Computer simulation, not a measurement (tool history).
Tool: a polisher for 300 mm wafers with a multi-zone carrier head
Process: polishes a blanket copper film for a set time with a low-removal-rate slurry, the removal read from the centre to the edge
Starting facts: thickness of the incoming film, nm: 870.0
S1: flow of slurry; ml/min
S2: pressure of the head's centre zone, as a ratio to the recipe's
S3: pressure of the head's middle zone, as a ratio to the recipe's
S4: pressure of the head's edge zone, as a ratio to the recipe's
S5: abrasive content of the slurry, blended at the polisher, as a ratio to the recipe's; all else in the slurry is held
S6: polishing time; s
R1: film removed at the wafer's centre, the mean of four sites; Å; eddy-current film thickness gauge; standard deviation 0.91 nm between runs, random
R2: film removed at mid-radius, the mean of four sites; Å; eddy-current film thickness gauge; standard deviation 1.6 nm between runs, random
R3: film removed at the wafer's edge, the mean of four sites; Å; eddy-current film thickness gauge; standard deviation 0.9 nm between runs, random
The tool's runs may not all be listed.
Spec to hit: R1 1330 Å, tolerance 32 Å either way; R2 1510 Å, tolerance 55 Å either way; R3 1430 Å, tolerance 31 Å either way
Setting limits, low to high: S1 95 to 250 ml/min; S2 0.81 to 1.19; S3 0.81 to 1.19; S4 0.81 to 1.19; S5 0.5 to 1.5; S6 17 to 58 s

run 1 hour=0 | S1=160 S2=1 S3=1 S4=1 S5=1 S6=37 | R1=977.44 R2=986.09 R3=946.46
run 2 hour=8.8 | S1=160 S2=1 S3=1 S4=1.03 S5=1 S6=37 | R1=964.16 R2=953.11 R3=958.47
run 3 hour=10.6 | S1=160 S2=1 S3=1 S4=1 S5=1 S6=37 | R1=951.8 R2=970.67 R3=948.26
run 4 hour=11.2 | S1=165 S2=0.99 S3=1.01 S4=1.01 S5=1.05 S6=38 | R1=996.02 R2=1038.3 R3=997.96
run 5 hour=16 | S1=170 S2=0.99 S3=1.02 S4=1.03 S5=1.1 S6=38 | R1=1005.7 R2=1034.4 R3=1023.4
run 6 hour=24.8 | S1=170 S2=0.99 S3=1.02 S4=1.03 S5=1.2 S6=38 | R1=1021.8 R2=1041.5 R3=1030.7
run 7 hour=33.5 | S1=175 S2=0.99 S3=1.04 S4=1.04 S5=1.25 S6=39 | R1=1082.1 R2=1119.6 R3=1080.7
run 8 hour=36.2 | S1=180 S2=0.99 S3=1.05 S4=1.05 S5=1.3 S6=39 | R1=1087.8 R2=1141.1 R3=1092.4
run 9 hour=43.5 | S1=185 S2=0.99 S3=1.06 S4=1.06 S5=1.3 S6=40 | R1=1128.5 R2=1187.4 R3=1132.7
run 10 hour=45.8 | S1=190 S2=0.99 S3=1.07 S4=1.07 S5=1.3 S6=41 | R1=1162.2 R2=1238.3 R3=1178.6
run 11 hour=49.5 | S1=195 S2=0.99 S3=1.08 S4=1.08 S5=1.3 S6=41 | R1=1155.1 R2=1267.5 R3=1184
run 12 hour=51.3 | S1=200 S2=0.99 S3=1.08 S4=1.09 S5=1.3 S6=41 | R1=1158.8 R2=1259 R3=1193.7
run 13 hour=51.8 | S1=205 S2=0.99 S3=1.09 S4=1.1 S5=1.3 S6=41 | R1=1164.7 R2=1287.4 R3=1188.2
run 14 hour=55.9 | S1=205 S2=0.99 S3=1.09 S4=1.11 S5=1.3 S6=41 | R1=1165 R2=1279.2 R3=1196.4
run 15 hour=63.2 | S1=205 S2=0.99 S3=1.09 S4=1.12 S5=1.3 S6=41 | R1=1170.1 R2=1270.2 R3=1210.3
run 16 hour=66.1 | S1=205 S2=0.99 S3=1.09 S4=1.13 S5=1.3 S6=41 | R1=1161.7 R2=1270.7 R3=1224.2
run 17 hour=74.7 | S1=205 S2=0.99 S3=1.1 S4=1.13 S5=1.3 S6=41 | R1=1168.8 R2=1289.7 R3=1226
run 18 hour=79.1 | S1=205 S2=0.99 S3=1.11 S4=1.13 S5=1.3 S6=41 | R1=1172.6 R2=1274.6 R3=1218.7
run 19 hour=82.4 | S1=215 S2=0.98 S3=1.12 S4=1.16 S5=1.4 S6=43 | R1=1249.9 R2=1431.9 R3=1333
run 20 hour=85.2 | S1=220 S2=0.98 S3=1.11 S4=1.18 S5=1.45 S6=44 | R1=1289.6 R2=1433.5 R3=1369.1
run 21 hour=93.6 | S1=220 S2=0.98 S3=1.11 S4=1.18 S5=1.45 S6=44 | R1=1279 R2=1439.2 R3=1372.6

Which single option among these 4 for the next run brings every result within its allowed miss of target? Just one does.
run A hour=102 | S1=230 S2=0.98 S3=1.02 S4=1.17 S5=1.4 S6=48 | R1=? R2=? R3=?
run B hour=102 | S1=180 S2=0.87 S3=1.02 S4=1.19 S5=1.4 S6=49 | R1=? R2=? R3=?
run C hour=102 | S1=200 S2=0.95 S3=1.1 S4=1.12 S5=1.3 S6=49 | R1=? R2=? R3=?
run D hour=102 | S1=195 S2=0.92 S3=1.16 S4=1.07 S5=1.5 S6=45 | R1=? R2=? R3=?

move=A R1=1400.4 R2=1448.8 R3=1509.2
move=B R1=1216.7 R2=1426.3 R3=1512.4
move=C R1=1334.5 R2=1522.2 R3=1459.1
move=D R1=1219.1 R2=1503.9 R3=1345.8
A: pushes the last run's worst result past its target
B: pushes the last run's worst result past its target
C: every result within its allowed miss
D: its largest miss is bigger than the last run's
Answer: C

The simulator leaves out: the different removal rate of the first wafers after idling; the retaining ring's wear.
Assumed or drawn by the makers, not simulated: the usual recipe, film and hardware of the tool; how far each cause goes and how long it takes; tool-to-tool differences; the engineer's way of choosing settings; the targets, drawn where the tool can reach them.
